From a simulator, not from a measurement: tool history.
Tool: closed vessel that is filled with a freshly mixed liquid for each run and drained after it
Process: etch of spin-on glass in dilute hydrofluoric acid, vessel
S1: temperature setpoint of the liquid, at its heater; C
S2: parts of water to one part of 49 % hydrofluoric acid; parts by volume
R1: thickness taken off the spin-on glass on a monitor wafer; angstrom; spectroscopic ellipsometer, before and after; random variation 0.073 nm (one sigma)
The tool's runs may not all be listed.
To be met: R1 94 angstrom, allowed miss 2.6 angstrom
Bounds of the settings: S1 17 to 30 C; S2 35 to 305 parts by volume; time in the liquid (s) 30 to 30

run 1 hour=0 | S1=22 S2=170 time_in_the_liquid_(s)=30 | R1=117.36
run 2 hour=6.5 | S1=22 S2=170 time_in_the_liquid_(s)=30 | R1=119.56
run 3 hour=12.3 | S1=21 S2=170 time_in_the_liquid_(s)=30 | R1=114.05
run 4 hour=17.9 | S1=20 S2=170 time_in_the_liquid_(s)=30 | R1=109.53
run 5 hour=21.2 | S1=19.5 S2=170 time_in_the_liquid_(s)=30 | R1=108.11
run 6 hour=26.1 | S1=19.5 S2=145 time_in_the_liquid_(s)=30 | R1=128.1
run 7 hour=29.2 | S1=19 S2=150 time_in_the_liquid_(s)=30 | R1=121.54
run 8 hour=32 | S1=18.5 S2=155 time_in_the_liquid_(s)=30 | R1=114.17
run 9 hour=40.6 | S1=18 S2=160 time_in_the_liquid_(s)=30 | R1=109.54
run 10 hour=45.5 | S1=18 S2=165 time_in_the_liquid_(s)=30 | R1=103.88
run 11 hour=46.5 | S1=17.5 S2=170 time_in_the_liquid_(s)=30 | R1=98.826

4 next moves are on the table. One of them brings every result within its allowed miss. Which?
run A hour=47.5 | S1=17 S2=175 time_in_the_liquid_(s)=30 | R1=?
run B hour=47.5 | S1=20.5 S2=205 time_in_the_liquid_(s)=30 | R1=?
run C hour=47.5 | S1=19 S2=200 time_in_the_liquid_(s)=30 | R1=?
run D hour=47.5 | S1=17 S2=185 time_in_the_liquid_(s)=30 | R1=?

move=A R1=94.268
move=B R1=89.727
move=C R1=87.211
move=D R1=88.342
A: meets every target
B: takes the result that was furthest off past its target
C: takes the result that was furthest off past its target
D: takes the result that was furthest off past its target
Answer: A
